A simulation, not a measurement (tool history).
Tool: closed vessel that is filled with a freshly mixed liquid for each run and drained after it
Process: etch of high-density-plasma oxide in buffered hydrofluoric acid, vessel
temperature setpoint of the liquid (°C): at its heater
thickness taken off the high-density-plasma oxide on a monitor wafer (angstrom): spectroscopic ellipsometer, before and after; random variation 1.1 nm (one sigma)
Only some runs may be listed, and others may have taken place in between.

| run | hour | temperature setpoint of the liquid (°C) | parts of 40 % ammonium fluoride to one part of 49 % hydrofluoric acid (parts by volume) | time in the liquid (s) | thickness taken off the high-density-plasma oxide on a monitor wafer (angstrom) |
|---|---|---|---|---|---|
| 1 | 0.0 | 23.0 | 10.5 | 95 | 2236.4 |
| 2 | 7.6 | 21.5 | 10.5 | 95 | 2065.1 |
| 3 | 9.1 | 23.5 | 10.5 | 95 | 2262.0 |
| 4 | 16.4 | 23.5 | 10.5 | 100 | 2421.6 |
| 5 | 23.0 | 23.5 | 13.0 | 100 | 1956.2 |
| 6 | 24.7 | 23.5 | 13.0 | 100 | 1952.2 |
| 7 | 27.4 | 23.5 | 13.0 | 100 | 1973.6 |

Forecast run 8:
| 8 | 34.6 | 22.5 | 13.0 | 100 | ? |

thickness taken off the high-density-plasma oxide on a monitor wafer (angstrom): 1869.1
